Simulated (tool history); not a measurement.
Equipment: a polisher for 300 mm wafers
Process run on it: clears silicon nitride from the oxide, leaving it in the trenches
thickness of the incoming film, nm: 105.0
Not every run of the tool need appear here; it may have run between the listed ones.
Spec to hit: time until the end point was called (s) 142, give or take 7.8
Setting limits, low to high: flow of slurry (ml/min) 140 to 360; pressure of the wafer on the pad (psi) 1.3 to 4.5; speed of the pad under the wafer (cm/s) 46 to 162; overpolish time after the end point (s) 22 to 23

run    day  flow of slurry (ml/min)  pressure of the wafer on the pad (psi)  speed of the pad under the wafer (cm/s)  overpolish time after the end point (s)  time until the end point was called (s)
  1      0                      230                                     2.9                                      104                                       22                                   110.33
  2  0.033                      190                                     2.9                                      104                                       22                                   115.59
  3   0.35                      190                                     3.4                                      104                                       22                                   96.259
  4  0.683                      230                                     3.4                                      104                                       22                                   93.855
  5  0.962                      230                                     3.4                                      122                                       22                                   80.165
  6  1.033                      230                                     3.2                                      120                                       22                                   85.477
  7  1.179                      230                                       3                                      120                                       22                                   94.784
  8  1.242                      230                                     2.8                                      120                                       22                                   97.515
  9  1.517                      230                                     2.6                                      120                                       22                                   102.82
 10    1.8                      230                                     2.5                                      120                                       22                                   112.23

4 candidate next runs follow, results not yet known. Just one meets every target within its allowed miss. Identify it.
  A  2.083                      245                                     3.2                                      140                                       22                                        ?
  B  2.083                      235                                     3.3                                      136                                       22                                        ?
  C  2.083                      195                                     2.5                                      130                                       23                                        ?
  D  2.083                      225                                     2.4                                       98                                       22                                        ?

move  time until the end point was called (s)
   A                                   75.482
   B                                   75.743
   C                                   106.33
   D                                   142.63
A: the biggest miss grows against the last run
B: the biggest miss grows against the last run
C: the biggest miss grows against the last run
D: hits every target within its allowed miss
D meets every target.
